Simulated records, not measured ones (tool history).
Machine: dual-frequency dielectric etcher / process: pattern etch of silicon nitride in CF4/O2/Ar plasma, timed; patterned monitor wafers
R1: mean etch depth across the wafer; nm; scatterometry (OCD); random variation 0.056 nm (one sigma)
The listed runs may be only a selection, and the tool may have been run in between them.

{"run": 1, "hour": 0.0, "source power (W)": 540, "bias power (W)": 61, "Ar flow (sccm)": 109, "CF4 flow (sccm)": 87, "etch time (s)": 23, "R1": 47.443}
{"run": 2, "hour": 8.7, "source power (W)": 540, "bias power (W)": 61, "Ar flow (sccm)": 109, "CF4 flow (sccm)": 93, "etch time (s)": 23, "R1": 47.589}
{"run": 3, "hour": 13.0, "source power (W)": 630, "bias power (W)": 61, "Ar flow (sccm)": 109, "CF4 flow (sccm)": 93, "etch time (s)": 23, "R1": 55.01}
{"run": 4, "hour": 17.3, "source power (W)": 630, "bias power (W)": 61, "Ar flow (sccm)": 99, "CF4 flow (sccm)": 93, "etch time (s)": 23, "R1": 55.788}
{"run": 5, "hour": 25.6, "source power (W)": 580, "bias power (W)": 57, "Ar flow (sccm)": 102, "CF4 flow (sccm)": 91, "etch time (s)": 23, "R1": 49.699}
{"run": 6, "hour": 29.2, "source power (W)": 580, "bias power (W)": 57, "Ar flow (sccm)": 102, "CF4 flow (sccm)": 107, "etch time (s)": 23, "R1": 50.458}
{"run": 7, "hour": 33.4, "source power (W)": 470, "bias power (W)": 45, "Ar flow (sccm)": 124, "CF4 flow (sccm)": 90, "etch time (s)": 23, "R1": 35.021}
{"run": 8, "hour": 35.6, "source power (W)": 450, "bias power (W)": 45, "Ar flow (sccm)": 124, "CF4 flow (sccm)": 90, "etch time (s)": 23, "R1": 33.408}
{"run": 9, "hour": 42.9, "source power (W)": 440, "bias power (W)": 45, "Ar flow (sccm)": 124, "CF4 flow (sccm)": 90, "etch time (s)": 23, "R1": 32.891}

Predict the results of run 10:
{"run": 10, "hour": 47.4, "source power (W)": 430, "bias power (W)": 45, "Ar flow (sccm)": 124, "CF4 flow (sccm)": 90, "etch time (s)": 23, "R1": "?"}

{"run 10": {"R1": 31.946}}
